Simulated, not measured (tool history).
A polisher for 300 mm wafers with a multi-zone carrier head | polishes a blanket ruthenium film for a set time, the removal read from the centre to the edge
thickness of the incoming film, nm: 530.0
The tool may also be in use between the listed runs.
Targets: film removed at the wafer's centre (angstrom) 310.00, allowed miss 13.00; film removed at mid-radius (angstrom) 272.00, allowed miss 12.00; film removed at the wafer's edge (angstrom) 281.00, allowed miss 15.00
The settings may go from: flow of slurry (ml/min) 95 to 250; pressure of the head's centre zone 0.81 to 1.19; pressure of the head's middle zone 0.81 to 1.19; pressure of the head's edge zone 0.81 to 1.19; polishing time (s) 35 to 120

| run | hour | flow of slurry (ml/min) | pressure of the head's centre zone | pressure of the head's middle zone | pressure of the head's edge zone | polishing time (s) | film removed at the wafer's centre (angstrom) | film removed at mid-radius (angstrom) | film removed at the wafer's edge (angstrom) |
|---|---|---|---|---|---|---|---|---|---|
| 1 | 0.0 | 160 | 1.00 | 1.00 | 1.00 | 77 | 475.33 | 485.19 | 485.79 |
| 2 | 5.1 | 160 | 1.01 | 0.97 | 0.97 | 68 | 419.79 | 417.38 | 405.99 |
| 3 | 7.5 | 160 | 1.01 | 0.97 | 0.97 | 80 | 509.45 | 488.30 | 489.23 |
| 4 | 8.9 | 135 | 1.01 | 0.97 | 0.97 | 80 | 477.39 | 469.50 | 493.61 |
| 5 | 11.2 | 135 | 0.97 | 0.97 | 0.97 | 80 | 467.05 | 475.41 | 478.57 |
| 6 | 15.5 | 135 | 0.97 | 0.97 | 0.97 | 96 | 565.70 | 565.49 | 585.63 |
| 7 | 23.7 | 135 | 0.98 | 0.93 | 0.94 | 83 | 487.34 | 476.12 | 498.63 |
| 8 | 31.9 | 140 | 1.00 | 0.91 | 0.92 | 72 | 439.74 | 418.95 | 438.04 |
| 9 | 39.6 | 145 | 1.02 | 0.89 | 0.91 | 63 | 387.70 | 353.24 | 379.06 |
| 10 | 42.5 | 155 | 1.03 | 0.88 | 0.90 | 58 | 364.44 | 324.08 | 351.55 |
| 11 | 44.0 | 160 | 1.04 | 0.88 | 0.89 | 54 | 341.39 | 299.32 | 318.60 |
| 12 | 47.2 | 160 | 1.04 | 0.88 | 0.88 | 52 | 336.34 | 287.28 | 301.90 |
| 13 | 49.4 | 160 | 1.03 | 0.88 | 0.87 | 51 | 319.83 | 285.26 | 302.39 |
| 14 | 57.7 | 160 | 1.03 | 0.88 | 0.87 | 51 | 317.32 | 287.72 | 303.44 |

Which of these 5 next moves meets every target?
| A | 66.0 | 170 | 1.19 | 0.92 | 0.81 | 43 | ? | ? | ? |
| B | 66.0 | 170 | 1.07 | 0.89 | 0.88 | 48 | ? | ? | ? |
| C | 66.0 | 145 | 0.96 | 0.85 | 0.86 | 56 | ? | ? | ? |
| D | 66.0 | 125 | 1.03 | 0.90 | 0.84 | 54 | ? | ? | ? |
| E | 66.0 | 140 | 1.19 | 0.81 | 0.84 | 49 | ? | ? | ? |

| move | film removed at the wafer's centre (angstrom) | film removed at mid-radius (angstrom) | film removed at the wafer's edge (angstrom) |
|---|---|---|---|
| A | 304.98 | 250.72 | 254.02 |
| B | 312.94 | 273.27 | 291.67 |
| C | 327.67 | 302.00 | 332.60 |
| D | 325.69 | 297.08 | 313.19 |
| E | 337.14 | 253.83 | 287.83 |
A: takes the result that was furthest off past its target
B: meets every target
C: further off than the last run
D: further off than the last run
E: brings the result that was furthest off to its target, and leaves another outside
Answer: B
